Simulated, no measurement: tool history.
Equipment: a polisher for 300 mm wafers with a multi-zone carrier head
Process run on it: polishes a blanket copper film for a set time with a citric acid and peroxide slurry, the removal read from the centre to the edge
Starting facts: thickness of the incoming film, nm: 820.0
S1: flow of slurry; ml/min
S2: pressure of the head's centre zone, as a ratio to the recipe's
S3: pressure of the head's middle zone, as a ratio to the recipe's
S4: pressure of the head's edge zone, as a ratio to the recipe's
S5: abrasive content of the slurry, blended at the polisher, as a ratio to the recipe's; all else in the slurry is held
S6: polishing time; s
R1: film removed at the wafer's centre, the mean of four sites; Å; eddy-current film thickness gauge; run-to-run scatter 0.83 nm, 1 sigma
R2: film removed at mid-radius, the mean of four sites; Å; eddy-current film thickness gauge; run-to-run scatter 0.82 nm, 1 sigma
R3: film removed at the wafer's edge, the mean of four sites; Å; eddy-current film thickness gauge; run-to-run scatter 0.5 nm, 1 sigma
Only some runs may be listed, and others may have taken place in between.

Run 1, hour 0: S1 185 ml/min, S2 1, S3 1, S4 1, S5 1, S6 33 s. Result: R1 957.65 Å, R2 957.87 Å, R3 944.66 Å.
Run 2, hour 7.8: S1 180 ml/min, S2 0.99, S3 0.99, S4 0.98, S5 0.9, S6 31 s. Result: R1 846.51 Å, R2 891.19 Å, R3 855.83 Å.
Run 3, hour 10: S1 180 ml/min, S2 0.99, S3 0.99, S4 1.04, S5 0.9, S6 31 s. Result: R1 866.56 Å, R2 860.97 Å, R3 880.57 Å.
Run 4, hour 12.1: S1 175 ml/min, S2 0.99, S3 0.98, S4 1.02, S5 0.85, S6 30 s. Result: R1 820.67 Å, R2 807.18 Å, R3 841.85 Å.
Run 5, hour 15.9: S1 175 ml/min, S2 0.99, S3 0.92, S4 1.02, S5 0.85, S6 30 s. Result: R1 816.81 Å, R2 785.62 Å, R3 854.87 Å.
Run 6, hour 24.1: S1 140 ml/min, S2 0.99, S3 0.92, S4 1.02, S5 0.85, S6 30 s. Result: R1 761.46 Å, R2 726.79 Å, R3 803.4 Å.
Run 7, hour 26.6: S1 135 ml/min, S2 0.99, S3 0.93, S4 1, S5 0.8, S6 29 s. Result: R1 719.66 Å, R2 699.13 Å, R3 760.53 Å.
Run 8, hour 32.9: S1 130 ml/min, S2 0.99, S3 0.94, S4 0.98, S5 0.75, S6 28 s. Result: R1 677.38 Å, R2 661.89 Å, R3 713.8 Å.

For run 9, what comes out?
Run 9, hour 38.6: S1 130 ml/min, S2 0.99, S3 0.95, S4 0.96, S5 0.7, S6 28 s. Result: R1 ?, R2 ?, R3 ?.

Run 9 gave R1 679.93 Å, R2 670.01 Å, R3 694.92 Å.
